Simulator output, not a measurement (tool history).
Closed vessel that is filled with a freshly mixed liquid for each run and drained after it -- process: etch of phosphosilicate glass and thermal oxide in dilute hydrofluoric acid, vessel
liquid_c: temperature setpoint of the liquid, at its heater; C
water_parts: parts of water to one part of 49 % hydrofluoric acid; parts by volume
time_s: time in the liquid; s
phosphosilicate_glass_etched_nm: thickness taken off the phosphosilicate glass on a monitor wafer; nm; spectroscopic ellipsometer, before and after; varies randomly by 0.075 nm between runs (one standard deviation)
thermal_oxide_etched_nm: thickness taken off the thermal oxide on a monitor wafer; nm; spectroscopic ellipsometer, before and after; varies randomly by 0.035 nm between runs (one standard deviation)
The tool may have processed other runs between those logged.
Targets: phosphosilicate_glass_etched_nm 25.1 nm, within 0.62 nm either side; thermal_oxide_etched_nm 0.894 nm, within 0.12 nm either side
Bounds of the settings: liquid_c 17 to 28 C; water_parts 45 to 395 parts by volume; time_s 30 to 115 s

run,hour,liquid_c,water_parts,time_s,phosphosilicate_glass_etched_nm,thermal_oxide_etched_nm
1,0,20,220,60,29.25,1.0399
2,5.3,19.5,220,60,28.447,1.0408
3,6.9,18.5,225,60,26.695,0.9638
4,14.4,18.5,190,60,32.607,1.113
5,19.9,18.5,190,85,46.397,1.6973
6,25.1,18.5,190,105,57.135,1.9415
7,32.6,18.5,205,105,52.211,1.7792
8,35,17,295,105,31.67,1.104
9,44.1,17,295,105,31.627,1.1502
10,51.2,17,300,105,30.938,1.0581
11,57.6,17,305,105,30.159,1.0837
12,66.3,17,345,105,25.871,0.95144

Which one of the following 4 next-run settings gets every result inside its allowed miss? There is exactly one.
A,75,19,335,90,?,?
B,75,18.5,370,100,?,?
C,75,17,395,115,?,?
D,75,19,310,90,?,?

move,phosphosilicate_glass_etched_nm,thermal_oxide_etched_nm
A,24.929,0.89322
B,23.922,0.85714
C,23.93,0.85744
D,27.523,0.98617
A: all results in spec
B: the result that was furthest off in the last run now lies on the other side of its target
C: the result that was furthest off in the last run now lies on the other side of its target
D: misses by more than the last run did
Correct choice: A, which meets every target
